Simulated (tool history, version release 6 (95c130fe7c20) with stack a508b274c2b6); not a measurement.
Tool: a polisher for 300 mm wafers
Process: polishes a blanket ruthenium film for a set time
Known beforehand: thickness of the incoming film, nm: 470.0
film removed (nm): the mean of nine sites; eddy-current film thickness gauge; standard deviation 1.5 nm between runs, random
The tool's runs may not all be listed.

run  hour  flow of slurry (ml/min)  pressure of the wafer on the pad (psi)  speed of the pad under the wafer (m/s)  polishing time (s)  film removed (nm)
  1   0.0                      240                                     2.0                                    1.16                  92             137.78
  2   5.0                      240                                     2.0                                    1.16                  92             141.70
  3  10.8                      190                                     2.0                                    1.16                  92             136.33
  4  14.7                      190                                     2.3                                    1.16                  92             154.13
  5  21.3                      235                                     2.3                                    1.16                  92             161.15
  6  27.1                      230                                     2.1                                    1.14                  92             147.59
  7  30.0                      220                                     1.9                                    1.14                  92             131.59

For run 8, what comes out?
  8  32.8                      220                                     1.8                                    1.14                  92                  ?

film removed (nm): 124.94

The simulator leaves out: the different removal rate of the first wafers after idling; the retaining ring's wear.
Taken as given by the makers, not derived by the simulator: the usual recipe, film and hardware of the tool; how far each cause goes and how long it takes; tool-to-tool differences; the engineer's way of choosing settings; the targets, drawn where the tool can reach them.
